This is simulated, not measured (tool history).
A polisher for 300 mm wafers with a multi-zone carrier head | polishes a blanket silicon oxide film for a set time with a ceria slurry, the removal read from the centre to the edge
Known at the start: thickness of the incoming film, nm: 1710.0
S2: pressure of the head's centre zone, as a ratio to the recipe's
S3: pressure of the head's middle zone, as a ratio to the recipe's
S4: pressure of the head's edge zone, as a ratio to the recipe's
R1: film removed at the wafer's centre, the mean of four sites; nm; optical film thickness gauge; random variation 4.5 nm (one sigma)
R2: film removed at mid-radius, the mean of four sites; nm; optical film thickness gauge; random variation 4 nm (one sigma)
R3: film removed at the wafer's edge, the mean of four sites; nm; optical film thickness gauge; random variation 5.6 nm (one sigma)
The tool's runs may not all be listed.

{"run": 1, "hour": 0.0, "flow of slurry (ml/min)": 280, "S2": 1, "S3": 1, "S4": 1, "polishing time (s)": 84, "R1": 476.16, "R2": 479.4, "R3": 473.07}
{"run": 2, "hour": 4.4, "flow of slurry (ml/min)": 275, "S2": 0.96, "S3": 0.97, "S4": 1.04, "polishing time (s)": 86, "R1": 462.35, "R2": 482.79, "R3": 502.26}
{"run": 3, "hour": 9.4, "flow of slurry (ml/min)": 275, "S2": 0.95, "S3": 0.95, "S4": 1.07, "polishing time (s)": 87, "R1": 465.29, "R2": 470.69, "R3": 509.37}
{"run": 4, "hour": 18.2, "flow of slurry (ml/min)": 250, "S2": 0.95, "S3": 0.95, "S4": 1.07, "polishing time (s)": 87, "R1": 464.48, "R2": 475.71, "R3": 511}
{"run": 5, "hour": 24.2, "flow of slurry (ml/min)": 250, "S2": 0.93, "S3": 0.93, "S4": 1.1, "polishing time (s)": 88, "R1": 454.96, "R2": 468.29, "R3": 527.17}
{"run": 6, "hour": 31.2, "flow of slurry (ml/min)": 250, "S2": 0.93, "S3": 0.93, "S4": 1.1, "polishing time (s)": 77, "R1": 404.27, "R2": 406.58, "R3": 463.85}

Forecast run 7:
{"run": 7, "hour": 33.5, "flow of slurry (ml/min)": 250, "S2": 0.91, "S3": 0.92, "S4": 1.12, "polishing time (s)": 80, "R1": "?", "R2": "?", "R3": "?"}

R1: 410.34 nm
R2: 421.96 nm
R3: 478.9 nm
